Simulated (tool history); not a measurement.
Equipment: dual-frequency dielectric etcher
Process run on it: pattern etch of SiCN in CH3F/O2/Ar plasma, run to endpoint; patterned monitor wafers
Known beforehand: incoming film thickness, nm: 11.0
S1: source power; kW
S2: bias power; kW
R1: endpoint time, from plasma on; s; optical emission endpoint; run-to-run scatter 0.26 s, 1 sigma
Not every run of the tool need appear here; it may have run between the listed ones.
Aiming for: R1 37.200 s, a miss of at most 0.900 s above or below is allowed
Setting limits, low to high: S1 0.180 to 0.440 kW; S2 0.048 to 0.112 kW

run	hour	S1	S2	R1
1	0.0	0.310	0.080	31.464
2	6.1	0.310	0.094	29.914
3	12.0	0.310	0.085	30.547
4	17.1	0.280	0.085	32.359
5	22.5	0.280	0.079	33.222
6	29.3	0.280	0.072	34.062
7	32.1	0.270	0.071	34.799
8	38.5	0.260	0.071	35.374
9	46.3	0.250	0.071	36.087

5 next moves are on the table. One of them brings every result within its allowed miss. Which?
A	54.1	0.240	0.066	?
B	54.1	0.250	0.075	?
C	54.1	0.250	0.074	?
D	54.1	0.270	0.067	?
E	54.1	0.280	0.064	?

move	R1
A	37.695
B	35.622
C	35.775
D	35.768
E	35.738
A: all results in spec
B: further off than the last run
C: further off than the last run
D: further off than the last run
E: further off than the last run
A is the move that brings every result within its allowed miss.
